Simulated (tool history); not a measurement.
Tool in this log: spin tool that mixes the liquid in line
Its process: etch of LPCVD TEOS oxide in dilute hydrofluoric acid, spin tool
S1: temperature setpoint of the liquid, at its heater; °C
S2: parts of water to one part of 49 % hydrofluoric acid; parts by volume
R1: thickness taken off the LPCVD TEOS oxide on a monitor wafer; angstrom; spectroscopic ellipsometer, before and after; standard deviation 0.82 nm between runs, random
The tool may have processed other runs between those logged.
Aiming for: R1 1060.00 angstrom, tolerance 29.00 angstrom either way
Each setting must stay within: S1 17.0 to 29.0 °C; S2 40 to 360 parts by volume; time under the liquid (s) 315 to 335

Run 1, hour 0.0: S1 21.0 °C, S2 200 parts by volume, time under the liquid (s) 315. Result: R1 472.68 angstrom.
Run 2, hour 2.5: S1 21.0 °C, S2 230 parts by volume, time under the liquid (s) 315. Result: R1 392.71 angstrom.
Run 3, hour 3.3: S1 21.0 °C, S2 275 parts by volume, time under the liquid (s) 315. Result: R1 319.82 angstrom.
Run 4, hour 8.1: S1 22.0 °C, S2 255 parts by volume, time under the liquid (s) 315. Result: R1 364.76 angstrom.
Run 5, hour 14.9: S1 23.0 °C, S2 235 parts by volume, time under the liquid (s) 315. Result: R1 419.03 angstrom.
Run 6, hour 23.3: S1 23.0 °C, S2 290 parts by volume, time under the liquid (s) 315. Result: R1 322.29 angstrom.
Run 7, hour 31.0: S1 23.5 °C, S2 265 parts by volume, time under the liquid (s) 315. Result: R1 366.68 angstrom.
Run 8, hour 31.8: S1 24.0 °C, S2 245 parts by volume, time under the liquid (s) 315. Result: R1 416.27 angstrom.
Run 9, hour 33.5: S1 24.5 °C, S2 225 parts by volume, time under the liquid (s) 315. Result: R1 460.00 angstrom.
Run 10, hour 39.0: S1 25.0 °C, S2 210 parts by volume, time under the liquid (s) 315. Result: R1 509.49 angstrom.
Run 11, hour 46.8: S1 25.5 °C, S2 195 parts by volume, time under the liquid (s) 315. Result: R1 575.28 angstrom.
Run 12, hour 50.2: S1 26.0 °C, S2 185 parts by volume, time under the liquid (s) 315. Result: R1 631.37 angstrom.
Run 13, hour 52.8: S1 26.5 °C, S2 175 parts by volume, time under the liquid (s) 315. Result: R1 683.00 angstrom.
Run 14, hour 54.1: S1 27.0 °C, S2 170 parts by volume, time under the liquid (s) 315. Result: R1 722.39 angstrom.
Run 15, hour 55.3: S1 27.0 °C, S2 165 parts by volume, time under the liquid (s) 315. Result: R1 743.11 angstrom.
Run 16, hour 57.3: S1 29.0 °C, S2 110 parts by volume, time under the liquid (s) 315. Result: R1 1285.10 angstrom.
Run 17, hour 61.0: S1 29.0 °C, S2 110 parts by volume, time under the liquid (s) 315. Result: R1 1293.90 angstrom.

Consider the 4 candidate settings below. Which is the only one whose results all fall within their allowed miss of target?
Run A, hour 64.7: S1 29.0 °C, S2 130 parts by volume, time under the liquid (s) 315. Result: R1 ?.
Run B, hour 64.7: S1 24.0 °C, S2 105 parts by volume, time under the liquid (s) 325. Result: R1 ?.
Run C, hour 64.7: S1 29.0 °C, S2 130 parts by volume, time under the liquid (s) 335. Result: R1 ?.
Run D, hour 64.7: S1 29.0 °C, S2 100 parts by volume, time under the liquid (s) 320. Result: R1 ?.

move       R1
   A  1050.30
   B  1144.10
   C  1117.00
   D  1444.40
A: all results land within tolerance of their targets
B: an improvement on the last run, though not all results are within tolerance
C: an improvement on the last run, though not all results are within tolerance
D: further off than the last run
A meets every target.
